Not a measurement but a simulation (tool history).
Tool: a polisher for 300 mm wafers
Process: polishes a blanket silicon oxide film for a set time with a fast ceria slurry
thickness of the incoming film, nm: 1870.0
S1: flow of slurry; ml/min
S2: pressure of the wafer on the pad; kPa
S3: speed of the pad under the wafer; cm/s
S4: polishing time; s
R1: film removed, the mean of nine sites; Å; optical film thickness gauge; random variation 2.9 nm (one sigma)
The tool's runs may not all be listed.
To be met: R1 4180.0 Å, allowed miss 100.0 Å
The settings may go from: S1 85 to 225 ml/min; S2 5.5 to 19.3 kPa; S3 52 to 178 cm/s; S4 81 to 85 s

run  hour   S1    S2   S3  S4      R1
  1   0.0  145  12.4  114  81  7398.8
  2   6.2  135  10.3  114  81  6326.0
  3  11.5  135  10.3  114  81  6305.7
  4  18.9  130   9.0  112  81  5432.2
  5  23.2  125   8.3  112  81  5113.0
  6  30.4  120   7.6  112  81  4767.0
  7  31.8  115   6.9  112  81  4463.5
     39.3  -- slurry nozzle cleaned
  8  39.3  110   6.9  112  81  4514.0
  9  44.2  105   5.5  112  81  3835.6
 10  51.5  115   5.5  112  81  3869.0

5 next moves are on the table. One of them brings every result within its allowed miss. Which?
  A  58.8  130  6.9  100  84   ?
  B  58.8  105  5.5  126  83   ?
  C  58.8  120  5.5  108  81   ?
  D  58.8  125  6.2  108  82   ?
  E  58.8  125  6.9   94  82   ?

move      R1
   A  4352.1
   B  4371.4
   C  3784.7
   D  4193.1
   E  3992.0
A: takes the result that was furthest off past its target
B: takes the result that was furthest off past its target
C: further off than the last run
D: meets every target
E: nearer than the last run, and not there yet
Move D is the one to make.

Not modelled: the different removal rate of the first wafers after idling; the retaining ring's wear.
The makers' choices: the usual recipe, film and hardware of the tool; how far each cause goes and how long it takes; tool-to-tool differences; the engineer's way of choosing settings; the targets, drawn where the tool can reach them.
